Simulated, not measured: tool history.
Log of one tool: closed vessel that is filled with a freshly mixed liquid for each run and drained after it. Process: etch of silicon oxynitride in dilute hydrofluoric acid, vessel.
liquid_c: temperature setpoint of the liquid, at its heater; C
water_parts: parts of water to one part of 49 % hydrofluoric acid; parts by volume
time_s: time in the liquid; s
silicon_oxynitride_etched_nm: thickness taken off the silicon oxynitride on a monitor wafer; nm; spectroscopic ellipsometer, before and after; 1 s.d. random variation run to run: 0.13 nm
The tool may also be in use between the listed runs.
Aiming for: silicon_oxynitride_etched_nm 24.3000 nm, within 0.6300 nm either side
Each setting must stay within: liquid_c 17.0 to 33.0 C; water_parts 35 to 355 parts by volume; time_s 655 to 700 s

run  hour  liquid_c  water_parts  time_s  silicon_oxynitride_etched_nm
  1   0.0      25.0          195     655                       10.3190
  2   5.9      23.0          195     655                        9.4111
  3   9.8      25.5          175     655                       11.8640
  4  14.6      27.5          175     655                       13.1730
  5  16.1      24.0          175     655                       11.1900
  6  23.7      24.0          175     655                       11.1700
  7  27.9      26.0          160     655                       13.5080
  8  36.8      27.5          150     655                       15.5250
  9  42.9      29.0          140     655                       17.9530
 10  50.5      30.0          135     655                       19.2740
 11  55.0      30.5          130     655                       20.9060
 12  61.4      31.0          130     655                       21.5550
 13  64.2      31.5          130     655                       21.9200
 14  70.1      32.0          130     655                       22.2520

Of the 4 settings listed for the next run, only one would bring every result within its allowed miss of target. Which one?
  A  76.0      32.0          130     685                             ?
  B  76.0      32.0          125     655                             ?
  C  76.0      32.0          120     655                             ?
  D  76.0      32.0          145     700                             ?

move  silicon_oxynitride_etched_nm
   A                       23.3000
   B                       23.2930
   C                       24.3920
   D                       21.0190
A: nearer the targets than the last run, but a result is still out of spec
B: nearer the targets than the last run, but a result is still out of spec
C: meets every target
D: moves away from the targets compared with the last run
The right move is C.
